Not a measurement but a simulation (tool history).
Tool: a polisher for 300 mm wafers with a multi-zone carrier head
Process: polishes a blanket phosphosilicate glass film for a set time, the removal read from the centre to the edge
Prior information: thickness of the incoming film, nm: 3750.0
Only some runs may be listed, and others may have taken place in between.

run,day,flow of slurry (ml/min),pressure of the head's centre zone,pressure of the head's middle zone,pressure of the head's edge zone,abrasive content of the slurry,polishing time (s),film removed at the wafer's centre (nm),film removed at mid-radius (nm),film removed at the wafer's edge (nm)
1,0,290,1,1,1,1,35,339.04,346.86,343.18
2,0.075,290,1,1,1,0.9,35,328.12,332.2,332.12
3,0.225,290,1,1,1.08,0.9,35,323.42,333.5,341.57
4,0.542,290,0.97,1.03,1.05,0.8,35,314.9,325.69,322.72
5,0.667,280,0.93,1.07,1.07,0.75,34,278.2,315.45,305.28
6,0.817,280,1.02,1.07,1.07,0.75,34,302.59,323.37,302.96
7,0.842,270,0.99,1.09,1.07,0.75,34,296.44,318.58,305.96
8,0.912,280,0.96,1.11,1.06,0.7,34,284.39,311.83,296.07
9,0.954,270,0.94,1.13,1.06,0.7,34,268.88,321.38,295.03

What does the tool deliver on the next run?
10,1.079,265,0.94,1.13,1.05,0.7,34,?,?,?

Run 10 came out at film removed at the wafer's centre (nm) 268.67, film removed at mid-radius (nm) 319.18, film removed at the wafer's edge (nm) 296.65.
